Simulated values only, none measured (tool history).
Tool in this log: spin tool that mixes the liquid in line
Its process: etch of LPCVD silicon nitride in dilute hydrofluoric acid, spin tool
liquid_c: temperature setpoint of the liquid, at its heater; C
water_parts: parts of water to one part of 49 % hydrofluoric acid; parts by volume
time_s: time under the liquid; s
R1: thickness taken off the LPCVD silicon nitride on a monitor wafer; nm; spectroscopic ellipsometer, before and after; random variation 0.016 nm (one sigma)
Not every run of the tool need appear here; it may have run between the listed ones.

{"run": 1, "hour": 0.0, "liquid_c": 24.0, "water_parts": 55, "time_s": 65, "R1": 0.63562}
{"run": 2, "hour": 2.2, "liquid_c": 24.0, "water_parts": 40, "time_s": 65, "R1": 0.86856}
{"run": 3, "hour": 3.5, "liquid_c": 24.5, "water_parts": 40, "time_s": 65, "R1": 0.90304}
{"run": 4, "hour": 12.3, "liquid_c": 25.0, "water_parts": 40, "time_s": 65, "R1": 0.94842}
{"run": 5, "hour": 18.1, "liquid_c": 25.0, "water_parts": 55, "time_s": 65, "R1": 0.69058}
{"run": 6, "hour": 21.4, "liquid_c": 26.0, "water_parts": 55, "time_s": 65, "R1": 0.71457}
{"run": 7, "hour": 23.7, "liquid_c": 27.0, "water_parts": 55, "time_s": 65, "R1": 0.77814}

Run 8, settings as shown, results not yet in. Your forecast:
{"run": 8, "hour": 32.0, "liquid_c": 27.5, "water_parts": 55, "time_s": 65, "R1": "?"}

{"run 8": {"R1": 0.7842}}
